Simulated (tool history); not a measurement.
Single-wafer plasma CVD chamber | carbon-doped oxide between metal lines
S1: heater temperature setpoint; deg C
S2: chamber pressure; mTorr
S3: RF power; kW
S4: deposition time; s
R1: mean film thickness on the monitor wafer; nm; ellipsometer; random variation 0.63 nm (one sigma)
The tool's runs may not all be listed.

run	hour	S1	S2	S3	S4	R1
1	0.0	330	6640	0.415	22.1	93.663
2	1.4	330	6060	0.415	22.1	92.907
3	9.9	326	6300	0.445	22.2	100.330
4	11.7	323	6490	0.465	22.2	104.590
# hour 15.2: RF generator calibrated
5	15.2	321	6610	0.480	22.2	112.070
6	17.1	321	7180	0.480	22.2	111.900

The next listed run, before its measurement:
7	18.7	319	7330	0.480	22.2	?

R1: 113.470 nm
